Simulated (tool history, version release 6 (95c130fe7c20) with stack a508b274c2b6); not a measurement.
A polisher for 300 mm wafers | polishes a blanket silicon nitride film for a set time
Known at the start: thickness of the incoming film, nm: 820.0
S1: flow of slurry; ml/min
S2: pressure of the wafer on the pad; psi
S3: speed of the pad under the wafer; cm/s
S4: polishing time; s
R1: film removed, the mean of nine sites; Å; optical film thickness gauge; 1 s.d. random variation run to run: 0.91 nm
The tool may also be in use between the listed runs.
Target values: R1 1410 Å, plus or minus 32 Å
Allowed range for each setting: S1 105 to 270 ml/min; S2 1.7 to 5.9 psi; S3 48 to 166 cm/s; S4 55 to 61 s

run	hour	S1	S2	S3	S4	R1
1	0	175	3.8	106	61	1119.8
2	8.9	145	3.8	106	61	1051.4
3	15.8	145	3.8	106	61	1072.6
4	21.5	145	4.1	106	61	1106.8
5	25.4	180	4.1	106	61	1177.4
6	26.5	180	4.1	106	61	1179.7
7	28.1	200	4.2	106	61	1228.3
8	32.1	225	4.7	106	61	1364.5

Pick the move, out of 5, that brings all results within their allowed miss; only one does.
A	36.1	215	5.1	100	58	?
B	36.1	245	5.3	90	61	?
C	36.1	190	5	110	60	?
D	36.1	240	4.8	120	57	?
E	36.1	210	4.9	102	58	?

move	R1
A	1299
B	1352.3
C	1365.6
D	1402.7
E	1273.5
A: further off than the last run
B: further off than the last run
C: no nearer and no further than the last run
D: every result lands within tolerance
E: further off than the last run
Move D is the one to make.
